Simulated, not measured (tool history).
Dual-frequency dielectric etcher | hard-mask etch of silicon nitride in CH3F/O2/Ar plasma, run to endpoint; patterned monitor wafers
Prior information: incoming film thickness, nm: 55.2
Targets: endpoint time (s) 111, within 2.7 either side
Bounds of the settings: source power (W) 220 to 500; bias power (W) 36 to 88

Run 1, hour 0: source power (W) 360, bias power (W) 62. Result: endpoint time (s) 84.903.
Run 2, hour 2.6: source power (W) 390, bias power (W) 62. Result: endpoint time (s) 81.96.
Run 3, hour 7.7: source power (W) 350, bias power (W) 57. Result: endpoint time (s) 89.968.
Run 4, hour 14.2: source power (W) 380, bias power (W) 57. Result: endpoint time (s) 87.194.
Run 5, hour 21.6: source power (W) 350, bias power (W) 54. Result: endpoint time (s) 92.156.
Run 6, hour 26.4: source power (W) 290, bias power (W) 54. Result: endpoint time (s) 99.515.
Run 7, hour 30.1: source power (W) 280, bias power (W) 53. Result: endpoint time (s) 102.12.
Run 8, hour 33.2: source power (W) 270, bias power (W) 53. Result: endpoint time (s) 103.48.
Run 9, hour 38.1: source power (W) 260, bias power (W) 53. Result: endpoint time (s) 103.84.
Run 10, hour 44: source power (W) 250, bias power (W) 52. Result: endpoint time (s) 107.81.

Next run, 5 choices. One meets every target within its allowed miss, the rest don't. Which?
Run A, hour 49.9: source power (W) 220, bias power (W) 48. Result: endpoint time (s) ?.
Run B, hour 49.9: source power (W) 220, bias power (W) 50. Result: endpoint time (s) ?.
Run C, hour 49.9: source power (W) 270, bias power (W) 41. Result: endpoint time (s) ?.
Run D, hour 49.9: source power (W) 270, bias power (W) 51. Result: endpoint time (s) ?.
Run E, hour 49.9: source power (W) 270, bias power (W) 47. Result: endpoint time (s) ?.

move  endpoint time (s)
   A             117.77
   B             114.92
   C             120.11
   D             105.27
   E             110.44
A: takes the biggest miss from the last run beyond its target
B: takes the biggest miss from the last run beyond its target
C: takes the biggest miss from the last run beyond its target
D: its largest miss is bigger than the last run's
E: every result lands within tolerance
E meets every target.
